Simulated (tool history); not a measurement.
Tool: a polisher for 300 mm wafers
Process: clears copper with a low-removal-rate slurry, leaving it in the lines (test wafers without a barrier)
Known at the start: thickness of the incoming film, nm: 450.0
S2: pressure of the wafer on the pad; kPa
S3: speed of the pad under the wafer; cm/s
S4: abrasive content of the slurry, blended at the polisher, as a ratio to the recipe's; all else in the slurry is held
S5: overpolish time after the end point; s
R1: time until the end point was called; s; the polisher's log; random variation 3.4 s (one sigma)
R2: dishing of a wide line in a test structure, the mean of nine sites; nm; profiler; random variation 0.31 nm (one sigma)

Run 1, day 0.000: flow of slurry (ml/min) 145, S2 24.1 kPa, S3 106 cm/s, S4 1.0, S5 9 s. Result: R1 133.24 s, R2 15.708 nm.
Run 2, day 0.171: flow of slurry (ml/min) 145, S2 24.1 kPa, S3 106 cm/s, S4 1.0, S5 7 s. Result: R1 132.44 s, R2 13.764 nm.
Run 3, day 0.242: flow of slurry (ml/min) 145, S2 22.1 kPa, S3 104 cm/s, S4 1.0, S5 8 s. Result: R1 139.80 s, R2 14.616 nm.
Run 4, day 0.525: flow of slurry (ml/min) 145, S2 22.1 kPa, S3 124 cm/s, S4 1.0, S5 8 s. Result: R1 121.96 s, R2 15.623 nm.
Run 5, day 0.738: flow of slurry (ml/min) 145, S2 19.3 kPa, S3 120 cm/s, S4 1.0, S5 9 s. Result: R1 130.82 s, R2 15.848 nm.
Run 6, day 1.071: flow of slurry (ml/min) 145, S2 15.9 kPa, S3 120 cm/s, S4 1.0, S5 9 s. Result: R1 148.63 s, R2 14.791 nm.
Run 7, day 1.146: flow of slurry (ml/min) 145, S2 14.5 kPa, S3 114 cm/s, S4 1.0, S5 10 s. Result: R1 161.07 s, R2 14.947 nm.

The next listed run, before its measurement:
Run 8, day 1.262: flow of slurry (ml/min) 145, S2 13.8 kPa, S3 110 cm/s, S4 1.0, S5 10 s. Result: R1 ?, R2 ?.

{"run 8": {"R1": 170.41, "R2": 14.632}}
